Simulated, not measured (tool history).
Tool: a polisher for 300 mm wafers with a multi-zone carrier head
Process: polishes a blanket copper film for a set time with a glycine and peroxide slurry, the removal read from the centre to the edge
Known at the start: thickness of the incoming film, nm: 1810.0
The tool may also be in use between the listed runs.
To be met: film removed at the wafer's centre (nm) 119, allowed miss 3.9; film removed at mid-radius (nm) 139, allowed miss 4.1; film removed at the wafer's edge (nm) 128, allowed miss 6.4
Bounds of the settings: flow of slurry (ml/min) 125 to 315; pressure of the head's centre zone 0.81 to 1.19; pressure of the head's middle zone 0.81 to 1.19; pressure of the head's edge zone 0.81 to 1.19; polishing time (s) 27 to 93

| run | day | flow of slurry (ml/min) | pressure of the head's centre zone | pressure of the head's middle zone | pressure of the head's edge zone | polishing time (s) | film removed at the wafer's centre (nm) | film removed at mid-radius (nm) | film removed at the wafer's edge (nm) |
|---|---|---|---|---|---|---|---|---|---|
| 1 | 0 | 205 | 1 | 1 | 1 | 59 | 182.16 | 182.22 | 184.25 |
| 2 | 0.246 | 205 | 1 | 1 | 1 | 44 | 136.83 | 137.06 | 139.1 |
| 3 | 0.583 | 195 | 0.98 | 1.02 | 0.98 | 44 | 132.89 | 140.09 | 132.24 |
| 4 | 0.858 | 185 | 0.96 | 1.02 | 0.99 | 44 | 126.72 | 135.92 | 135.05 |
| 5 | 1.225 | 185 | 0.96 | 1.02 | 1.02 | 44 | 129.42 | 137.67 | 133.92 |
| 6 | 1.492 | 185 | 0.96 | 1.02 | 1.09 | 44 | 125.89 | 137.09 | 139.58 |
| 7 | 1.812 | 180 | 0.95 | 1.03 | 1.07 | 44 | 122.23 | 137.91 | 137.37 |
| 8 | 1.946 | 180 | 0.95 | 1.04 | 1.05 | 44 | 124.98 | 137.56 | 135.32 |
| 9 | 1.971 | 175 | 0.94 | 1.05 | 1.04 | 44 | 122.73 | 138.67 | 135.85 |
| 10 | 2.333 | 175 | 0.94 | 1.05 | 1.04 | 44 | 121.94 | 138.5 | 135.93 |
| 11 | 2.654 | 175 | 0.94 | 1.06 | 1.02 | 44 | 124.71 | 140.36 | 129.18 |

4 next moves are on the table. One of them brings every result within its allowed miss. Which?
| A | 2.975 | 165 | 1.04 | 1.13 | 0.98 | 42 | ? | ? | ? |
| B | 2.975 | 185 | 0.91 | 1.06 | 0.96 | 43 | ? | ? | ? |
| C | 2.975 | 145 | 0.98 | 1.06 | 0.92 | 45 | ? | ? | ? |
| D | 2.975 | 185 | 1.03 | 1.13 | 0.97 | 41 | ? | ? | ? |

| move | film removed at the wafer's centre (nm) | film removed at mid-radius (nm) | film removed at the wafer's edge (nm) |
|---|---|---|---|
| A | 129.16 | 140.27 | 123.21 |
| B | 118.17 | 138.84 | 126.88 |
| C | 126.52 | 138.69 | 125.88 |
| D | 127.72 | 139.74 | 121.46 |
A: further off than the last run
B: meets every target
C: further off than the last run
D: further off than the last run
The right move is B.

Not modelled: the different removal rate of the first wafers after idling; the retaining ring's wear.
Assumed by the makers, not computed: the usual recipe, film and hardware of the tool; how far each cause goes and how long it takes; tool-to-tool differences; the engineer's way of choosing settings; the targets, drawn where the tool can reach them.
